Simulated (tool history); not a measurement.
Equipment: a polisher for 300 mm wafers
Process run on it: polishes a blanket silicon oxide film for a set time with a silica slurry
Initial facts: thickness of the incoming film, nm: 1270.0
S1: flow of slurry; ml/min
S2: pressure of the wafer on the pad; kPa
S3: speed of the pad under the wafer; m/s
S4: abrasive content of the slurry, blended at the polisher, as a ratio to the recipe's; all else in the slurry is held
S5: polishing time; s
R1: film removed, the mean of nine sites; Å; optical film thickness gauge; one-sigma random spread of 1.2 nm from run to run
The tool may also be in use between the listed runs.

{"run": 1, "day": 0.0, "S1": 200, "S2": 35.2, "S3": 1.22, "S4": 1.0, "S5": 61, "R1": 2517.8}
{"run": 2, "day": 0.267, "S1": 195, "S2": 31.0, "S3": 1.22, "S4": 1.0, "S5": 61, "R1": 2225.0}
{"run": 3, "day": 0.575, "S1": 190, "S2": 28.3, "S3": 1.22, "S4": 1.0, "S5": 61, "R1": 2055.2}
{"run": 4, "day": 0.862, "S1": 185, "S2": 26.2, "S3": 1.22, "S4": 1.0, "S5": 61, "R1": 1934.6}
{"run": 5, "day": 1.162, "S1": 185, "S2": 26.2, "S3": 1.22, "S4": 1.0, "S5": 65, "R1": 2067.0}
{"run": 6, "day": 1.329, "S1": 185, "S2": 26.2, "S3": 1.1, "S4": 1.0, "S5": 65, "R1": 1922.8}

What does the tool deliver on the next run?
{"run": 7, "day": 1.5, "S1": 180, "S2": 24.8, "S3": 1.1, "S4": 1.0, "S5": 65, "R1": "?"}

Logged for run 7: R1 1846.4 Å.
